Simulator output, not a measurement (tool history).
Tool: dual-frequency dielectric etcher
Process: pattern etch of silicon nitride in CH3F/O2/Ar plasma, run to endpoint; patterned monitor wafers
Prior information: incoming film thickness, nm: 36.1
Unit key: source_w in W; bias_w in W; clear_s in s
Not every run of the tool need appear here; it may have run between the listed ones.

run  hour  source_w  bias_w  clear_s
  1   0.0       420      71   50.127
  2   5.0       420      83   46.766
  3   7.0       420      88   45.839
  4  10.6       390      88   46.715
  5  13.0       390      79   49.077
  6  13.8       360      74   51.229

The next listed run, before its measurement:
  7  22.4       330      69        ?

Run 7 came out at clear_s 53.765 s.

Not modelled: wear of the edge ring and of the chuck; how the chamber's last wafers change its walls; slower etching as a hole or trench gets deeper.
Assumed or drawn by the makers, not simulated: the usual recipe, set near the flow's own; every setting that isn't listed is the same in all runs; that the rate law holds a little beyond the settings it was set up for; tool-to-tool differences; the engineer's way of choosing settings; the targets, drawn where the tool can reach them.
